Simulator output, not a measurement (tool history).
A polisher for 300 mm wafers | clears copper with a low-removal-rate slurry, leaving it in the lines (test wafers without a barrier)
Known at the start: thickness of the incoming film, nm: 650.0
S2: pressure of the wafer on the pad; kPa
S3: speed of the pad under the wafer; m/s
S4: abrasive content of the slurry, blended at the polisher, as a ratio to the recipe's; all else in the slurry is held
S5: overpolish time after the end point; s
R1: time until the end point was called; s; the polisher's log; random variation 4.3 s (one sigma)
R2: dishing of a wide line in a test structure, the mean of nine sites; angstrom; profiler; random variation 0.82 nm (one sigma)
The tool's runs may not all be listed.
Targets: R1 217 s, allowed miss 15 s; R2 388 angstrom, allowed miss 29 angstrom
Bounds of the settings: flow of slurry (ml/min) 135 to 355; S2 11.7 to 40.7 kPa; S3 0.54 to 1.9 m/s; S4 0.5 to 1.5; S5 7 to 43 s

Run 1, hour 0: flow of slurry (ml/min) 225, S2 26.2 kPa, S3 1.22 m/s, S4 1, S5 22 s. Result: R1 152.03 s, R2 596.93 angstrom.
Run 2, hour 1.7: flow of slurry (ml/min) 225, S2 26.2 kPa, S3 1.42 m/s, S4 1, S5 22 s. Result: R1 135.45 s, R2 673.61 angstrom.
Run 3, hour 2.4: flow of slurry (ml/min) 225, S2 26.2 kPa, S3 1.42 m/s, S4 1.05, S5 22 s. Result: R1 137.38 s, R2 657.98 angstrom.
Run 4, hour 8.4: flow of slurry (ml/min) 275, S2 26.2 kPa, S3 1.42 m/s, S4 1.05, S5 22 s. Result: R1 130.64 s, R2 675.23 angstrom.
Run 5, hour 14.1: flow of slurry (ml/min) 275, S2 26.2 kPa, S3 1.42 m/s, S4 1.05, S5 13 s. Result: R1 130.72 s, R2 461.29 angstrom.
Run 6, hour 18.7: flow of slurry (ml/min) 300, S2 26.2 kPa, S3 1.42 m/s, S4 1.05, S5 13 s. Result: R1 128.63 s, R2 446.72 angstrom.
Run 7, hour 25.2: flow of slurry (ml/min) 295, S2 23.4 kPa, S3 1.4 m/s, S4 1.05, S5 14 s. Result: R1 150.62 s, R2 429.98 angstrom.
Run 8, hour 28.9: flow of slurry (ml/min) 295, S2 22.1 kPa, S3 1.4 m/s, S4 1.05, S5 15 s. Result: R1 149.35 s, R2 435.32 angstrom.
Run 9, hour 29.9: flow of slurry (ml/min) 295, S2 20 kPa, S3 1.38 m/s, S4 1.05, S5 16 s. Result: R1 177.86 s, R2 415 angstrom.

5 next moves are on the table. One of them brings every result within its allowed miss. Which?
Run A, hour 30.9: flow of slurry (ml/min) 320, S2 15.9 kPa, S3 1.14 m/s, S4 1.05, S5 20 s. Result: R1 ?, R2 ?.
Run B, hour 30.9: flow of slurry (ml/min) 295, S2 17.2 kPa, S3 1.28 m/s, S4 1.1, S5 18 s. Result: R1 ?, R2 ?.
Run C, hour 30.9: flow of slurry (ml/min) 275, S2 21.4 kPa, S3 1.56 m/s, S4 1.05, S5 13 s. Result: R1 ?, R2 ?.
Run D, hour 30.9: flow of slurry (ml/min) 335, S2 24.1 kPa, S3 1.44 m/s, S4 0.85, S5 13 s. Result: R1 ?, R2 ?.
Run E, hour 30.9: flow of slurry (ml/min) 355, S2 22.8 kPa, S3 1.6 m/s, S4 1.15, S5 11 s. Result: R1 ?, R2 ?.

move      R1      R2
   A  260.63  364.78
   B  214.51   393.6
   C  146.44  416.13
   D  144.88  422.04
   E  128.81  404.59
A: takes the result that was furthest off past its target
B: meets every target
C: further off than the last run
D: further off than the last run
E: further off than the last run
Answer: B

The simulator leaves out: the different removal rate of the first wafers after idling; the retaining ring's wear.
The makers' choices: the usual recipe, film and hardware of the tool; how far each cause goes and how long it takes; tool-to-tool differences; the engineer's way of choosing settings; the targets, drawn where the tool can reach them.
